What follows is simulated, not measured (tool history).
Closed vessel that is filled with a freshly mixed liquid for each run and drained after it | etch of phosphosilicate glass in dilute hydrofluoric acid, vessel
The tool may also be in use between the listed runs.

run	hour	temperature setpoint of the liquid (K)	parts of water to one part of 49 % hydrofluoric acid (parts by volume)	time in the liquid (s)	thickness taken off the phosphosilicate glass on a monitor wafer (angstrom)
1	0	297.15	155	95	507.12
2	6	299.15	155	95	541.57
3	13.9	300.15	135	95	680.61
4	20.5	300.15	135	100	699.96
5	28.8	301.15	120	100	847.24
6	37.8	301.15	85	100	1252.8
7	39.8	301.15	85	100	1234.4
8	48.5	301.65	80	100	1356.1
9	55.6	302.15	75	100	1516.7
10	62.2	302.65	75	100	1515.6
11	69	303.15	75	100	1558.3

What does the tool deliver on the next run?
12	77.3	303.65	75	100	?

Run 12 measured thickness taken off the phosphosilicate glass on a monitor wafer (angstrom) 1577.
